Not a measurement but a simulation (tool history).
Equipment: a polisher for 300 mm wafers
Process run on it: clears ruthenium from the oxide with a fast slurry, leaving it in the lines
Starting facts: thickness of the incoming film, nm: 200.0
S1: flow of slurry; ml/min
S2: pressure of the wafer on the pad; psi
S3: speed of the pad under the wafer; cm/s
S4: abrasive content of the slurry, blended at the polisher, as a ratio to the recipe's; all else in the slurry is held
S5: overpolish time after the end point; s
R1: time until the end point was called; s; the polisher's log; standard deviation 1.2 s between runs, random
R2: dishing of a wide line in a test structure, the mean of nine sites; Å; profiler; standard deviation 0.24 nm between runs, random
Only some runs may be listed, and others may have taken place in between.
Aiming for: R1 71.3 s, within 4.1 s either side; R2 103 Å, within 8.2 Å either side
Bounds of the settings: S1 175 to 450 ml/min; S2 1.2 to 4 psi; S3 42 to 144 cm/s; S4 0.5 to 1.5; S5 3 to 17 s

run 1 hour=0 | S1=290 S2=2.6 S3=92 S4=1 S5=9 | R1=63.603 R2=266.77
run 2 hour=3.7 | S1=290 S2=2.5 S3=92 S4=1 S5=7 | R1=62.836 R2=193.3
run 3 hour=9.8 | S1=290 S2=2.3 S3=92 S4=1 S5=6 | R1=66.502 R2=157.72
run 4 hour=14.2 | S1=290 S2=2.3 S3=92 S4=1.2 S5=6 | R1=63.772 R2=168.35
run 5 hour=15.1 | S1=290 S2=2.2 S3=92 S4=1.2 S5=5 | R1=67.888 R2=132.61
run 6 hour=19.7 | S1=290 S2=2.1 S3=92 S4=1.2 S5=5 | R1=70.804 R2=129.52
run 7 hour=24.5 | S1=290 S2=2.1 S3=90 S4=1.2 S5=3 | R1=71.374 R2=75.043
run 8 hour=25.2 | S1=285 S2=2.1 S3=92 S4=1.15 S5=5 | R1=70.11 R2=130.31
run 9 hour=31.3 | S1=290 S2=2.1 S3=90 S4=1.15 S5=5 | R1=73.875 R2=120.59
run 10 hour=35 | S1=290 S2=2.2 S3=88 S4=1.15 S5=5 | R1=71.361 R2=132.11
run 11 hour=36.6 | S1=290 S2=2.1 S3=90 S4=1.15 S5=5 | R1=72.694 R2=125.67
run 12 hour=38.9 | S1=290 S2=2.1 S3=92 S4=1.15 S5=3 | R1=71.827 R2=76.883
run 13 hour=46.8 | S1=290 S2=2.1 S3=92 S4=1.2 S5=3 | R1=72.059 R2=79.256
run 14 hour=49.4 | S1=290 S2=2.1 S3=92 S4=1.25 S5=3 | R1=71.579 R2=80.539

Exactly one of the 4 candidate moves below puts every result within its allowed miss. Which one?
run A hour=52 | S1=175 S2=1.9 S3=100 S4=1.4 S5=4 | R1=? R2=?
run B hour=52 | S1=235 S2=2.3 S3=96 S4=1.1 S5=3 | R1=? R2=?
run C hour=52 | S1=280 S2=1.9 S3=108 S4=1 S5=5 | R1=? R2=?
run D hour=52 | S1=320 S2=2.5 S3=72 S4=1.25 S5=5 | R1=? R2=?

move=A R1=72.186 R2=105.24
move=B R1=66.228 R2=86.344
move=C R1=72.515 R2=130.32
move=D R1=75.275 R2=125.66
A: all results in spec
B: gains on the last run, yet a result remains outside its allowed miss
C: the result that was furthest off in the last run now lies on the other side of its target
D: the result that was furthest off in the last run now lies on the other side of its target
A meets every target.
